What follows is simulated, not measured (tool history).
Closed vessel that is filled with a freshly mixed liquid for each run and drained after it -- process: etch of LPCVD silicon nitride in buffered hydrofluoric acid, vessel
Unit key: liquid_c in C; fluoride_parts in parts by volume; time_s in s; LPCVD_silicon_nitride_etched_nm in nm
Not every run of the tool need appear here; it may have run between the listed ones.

run  hour  liquid_c  fluoride_parts  time_s  LPCVD_silicon_nitride_etched_nm
  1   0.0      23.0             7.5    1805                           29.920
  2   9.6      23.0             8.5    1805                           26.308
  3  12.9      23.0            10.0    1805                           23.018
  4  21.7      24.5            10.0    1805                           25.001
  5  27.6      25.5            10.0    1805                           26.452
  6  32.2      26.5            10.0    1805                           27.755

Run 7 has not been measured yet. What should we expect?
  7  37.8      27.0            10.0    1805                                ?

LPCVD_silicon_nitride_etched_nm: 28.715 nm
